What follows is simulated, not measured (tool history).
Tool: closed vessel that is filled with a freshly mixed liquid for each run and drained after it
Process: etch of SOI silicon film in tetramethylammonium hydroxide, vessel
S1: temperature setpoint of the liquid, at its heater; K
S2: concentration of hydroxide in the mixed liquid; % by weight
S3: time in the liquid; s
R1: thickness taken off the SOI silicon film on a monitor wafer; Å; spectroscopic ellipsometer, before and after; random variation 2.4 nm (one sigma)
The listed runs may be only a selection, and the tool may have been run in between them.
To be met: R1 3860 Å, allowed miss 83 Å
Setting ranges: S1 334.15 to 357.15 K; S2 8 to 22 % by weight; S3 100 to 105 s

Run 1, hour 0: S1 347.15 K, S2 15 % by weight, S3 100 s. Result: R1 7299.8 Å.
Run 2, hour 2.6: S1 347.15 K, S2 13 % by weight, S3 100 s. Result: R1 7858.8 Å.
Run 3, hour 11.8: S1 347.15 K, S2 13 % by weight, S3 100 s. Result: R1 7770.3 Å.
Run 4, hour 20.4: S1 347.15 K, S2 13 % by weight, S3 105 s. Result: R1 8199.5 Å.
Run 5, hour 25.4: S1 347.15 K, S2 14.5 % by weight, S3 105 s. Result: R1 7736.3 Å.
Run 6, hour 27: S1 347.15 K, S2 14.5 % by weight, S3 100 s. Result: R1 7433.7 Å.
Run 7, hour 31: S1 344.15 K, S2 14.5 % by weight, S3 100 s. Result: R1 6158.6 Å.
Run 8, hour 39.7: S1 342.15 K, S2 14.5 % by weight, S3 100 s. Result: R1 5538.7 Å.
Run 9, hour 47.6: S1 340.65 K, S2 14.5 % by weight, S3 100 s. Result: R1 5063.3 Å.
Run 10, hour 49.2: S1 335.15 K, S2 14.5 % by weight, S3 100 s. Result: R1 3631.2 Å.
Run 11, hour 53.3: S1 335.65 K, S2 14.5 % by weight, S3 100 s. Result: R1 3724.8 Å.

Of the 4 settings listed for the next run, only one would bring every result within its allowed miss of target. Which one?
Run A, hour 57.4: S1 336.15 K, S2 15 % by weight, S3 105 s. Result: R1 ?.
Run B, hour 57.4: S1 334.65 K, S2 13.5 % by weight, S3 105 s. Result: R1 ?.
Run C, hour 57.4: S1 338.15 K, S2 16.5 % by weight, S3 100 s. Result: R1 ?.
Run D, hour 57.4: S1 337.65 K, S2 16 % by weight, S3 100 s. Result: R1 ?.

move      R1
   A    4025
   B  3877.9
   C  4192.3
   D  4111.5
A: pushes the last run's worst result past its target
B: every result within its allowed miss
C: pushes the last run's worst result past its target
D: pushes the last run's worst result past its target
Move B is the one to make.
